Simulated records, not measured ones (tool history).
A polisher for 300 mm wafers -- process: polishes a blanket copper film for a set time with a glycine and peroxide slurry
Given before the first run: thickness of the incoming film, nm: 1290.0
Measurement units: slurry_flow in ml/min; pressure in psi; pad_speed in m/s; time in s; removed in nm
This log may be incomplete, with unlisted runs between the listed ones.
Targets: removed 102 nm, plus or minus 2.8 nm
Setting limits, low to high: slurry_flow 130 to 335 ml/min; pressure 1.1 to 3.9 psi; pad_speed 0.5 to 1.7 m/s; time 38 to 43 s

Run 1, day 0: slurry_flow 215 ml/min, pressure 2.5 psi, pad_speed 1.1 m/s, time 43 s. Result: removed 208.61 nm.
Run 2, day 0.192: slurry_flow 215 ml/min, pressure 2.5 psi, pad_speed 1.26 m/s, time 43 s. Result: removed 232.23 nm.
Run 3, day 0.358: slurry_flow 210 ml/min, pressure 2.3 psi, pad_speed 1.18 m/s, time 43 s. Result: removed 210.57 nm.
Run 4, day 0.675: slurry_flow 210 ml/min, pressure 2.1 psi, pad_speed 1.08 m/s, time 43 s. Result: removed 178.8 nm.
Run 5, day 0.858: slurry_flow 255 ml/min, pressure 2.1 psi, pad_speed 1.08 m/s, time 43 s. Result: removed 183.83 nm.
Run 6, day 0.917: slurry_flow 255 ml/min, pressure 2.1 psi, pad_speed 1.34 m/s, time 43 s. Result: removed 222.03 nm.
Run 7, day 1.021: slurry_flow 255 ml/min, pressure 1.9 psi, pad_speed 1.24 m/s, time 43 s. Result: removed 189.7 nm.
Run 8, day 1.367: slurry_flow 255 ml/min, pressure 1.8 psi, pad_speed 1.16 m/s, time 43 s. Result: removed 173.84 nm.

Exactly one of the 4 candidate moves below puts every result within its allowed miss. Which one?
Run A, day 1.712: slurry_flow 280 ml/min, pressure 1.5 psi, pad_speed 0.76 m/s, time 38 s. Result: removed ?.
Run B, day 1.712: slurry_flow 265 ml/min, pressure 1.6 psi, pad_speed 1.04 m/s, time 42 s. Result: removed ?.
Run C, day 1.712: slurry_flow 235 ml/min, pressure 1.2 psi, pad_speed 0.78 m/s, time 38 s. Result: removed ?.
Run D, day 1.712: slurry_flow 230 ml/min, pressure 1.3 psi, pad_speed 0.96 m/s, time 39 s. Result: removed ?.

move  removed
   A   100.94
   B   144.27
   C   88.885
   D   109.28
A: hits every target within its allowed miss
B: nearer than the last run, and not there yet
C: takes the result that was furthest off past its target
D: nearer than the last run, and not there yet
Answer: A

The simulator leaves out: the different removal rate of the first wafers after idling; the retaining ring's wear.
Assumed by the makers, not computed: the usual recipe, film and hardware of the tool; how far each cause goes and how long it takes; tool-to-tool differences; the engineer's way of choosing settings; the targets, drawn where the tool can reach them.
